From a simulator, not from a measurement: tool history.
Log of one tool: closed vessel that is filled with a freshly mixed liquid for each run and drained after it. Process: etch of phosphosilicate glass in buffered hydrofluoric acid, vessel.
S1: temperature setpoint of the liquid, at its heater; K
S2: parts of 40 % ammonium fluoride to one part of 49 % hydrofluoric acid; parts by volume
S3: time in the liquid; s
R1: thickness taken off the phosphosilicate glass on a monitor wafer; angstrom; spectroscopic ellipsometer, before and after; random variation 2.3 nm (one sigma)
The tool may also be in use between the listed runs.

Run 1, hour 0.0: S1 296.15 K, S2 9.0 parts by volume, S3 90 s. Result: R1 3649.5 angstrom.
Run 2, hour 3.0: S1 298.65 K, S2 9.0 parts by volume, S3 90 s. Result: R1 4113.3 angstrom.
Run 3, hour 11.3: S1 300.65 K, S2 9.0 parts by volume, S3 90 s. Result: R1 4693.3 angstrom.
Run 4, hour 12.8: S1 297.65 K, S2 9.0 parts by volume, S3 90 s. Result: R1 3893.2 angstrom.
Run 5, hour 19.8: S1 294.15 K, S2 9.0 parts by volume, S3 90 s. Result: R1 3271.9 angstrom.
Run 6, hour 25.6: S1 294.15 K, S2 9.0 parts by volume, S3 100 s. Result: R1 3601.6 angstrom.
Run 7, hour 32.2: S1 293.15 K, S2 9.5 parts by volume, S3 100 s. Result: R1 3345.3 angstrom.

Forecast run 8:
Run 8, hour 33.6: S1 292.15 K, S2 10.0 parts by volume, S3 100 s. Result: R1 ?.

Run 8 gave R1 2977.4 angstrom.

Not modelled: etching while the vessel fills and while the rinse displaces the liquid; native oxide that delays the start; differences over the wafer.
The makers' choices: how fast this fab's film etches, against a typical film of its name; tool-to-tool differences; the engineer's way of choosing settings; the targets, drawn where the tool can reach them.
